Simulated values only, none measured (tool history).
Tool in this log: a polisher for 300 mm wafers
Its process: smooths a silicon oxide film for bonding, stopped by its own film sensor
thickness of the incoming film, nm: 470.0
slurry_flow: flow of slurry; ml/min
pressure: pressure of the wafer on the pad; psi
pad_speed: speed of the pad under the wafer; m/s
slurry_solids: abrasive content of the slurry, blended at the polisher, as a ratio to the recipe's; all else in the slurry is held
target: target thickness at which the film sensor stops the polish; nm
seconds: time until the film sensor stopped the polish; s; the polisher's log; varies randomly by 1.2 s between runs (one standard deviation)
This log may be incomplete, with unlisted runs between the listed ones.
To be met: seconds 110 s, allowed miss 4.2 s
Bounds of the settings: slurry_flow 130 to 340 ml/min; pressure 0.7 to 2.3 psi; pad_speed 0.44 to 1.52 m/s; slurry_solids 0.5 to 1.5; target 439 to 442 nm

run	day	slurry_flow	pressure	pad_speed	slurry_solids	target	seconds
1	0	220	1.5	0.98	1	439	60.088
2	0.212	220	1.3	0.96	1	439	69.155
3	0.571	220	1.3	1.08	1	439	64.977
4	0.842	220	1.1	1.08	1	439	75.036
5	1.042	220	1	1.04	1	439	84.63
6	1.408	220	0.9	1.04	1	439	93.502
7	1.775	215	0.7	1.04	1	439	118.26
8	1.833	240	0.8	1.04	1	439	103.36
9	1.883	240	0.7	1.04	1	439	119.28
10	2.096	235	0.7	1.04	1	439	118.09
11	2.142	235	0.8	1.04	1	439	105.32

Below are 5 possible settings for the next run. Only one of them brings all results inside the allowed miss of their targets. Which is it?
A	2.188	165	1	0.58	1.2	440	?
B	2.188	255	0.8	1.04	1	440	?
C	2.188	220	0.8	1.16	0.9	439	?
D	2.188	250	0.8	1	1	442	?
E	2.188	260	0.8	1.04	1.05	439	?

move	seconds
A	111.93
B	101.65
C	104.25
D	97.442
E	102.53
A: in spec on every target
B: the biggest miss grows against the last run
C: the biggest miss grows against the last run
D: the biggest miss grows against the last run
E: the biggest miss grows against the last run
Correct choice: A, which meets every target

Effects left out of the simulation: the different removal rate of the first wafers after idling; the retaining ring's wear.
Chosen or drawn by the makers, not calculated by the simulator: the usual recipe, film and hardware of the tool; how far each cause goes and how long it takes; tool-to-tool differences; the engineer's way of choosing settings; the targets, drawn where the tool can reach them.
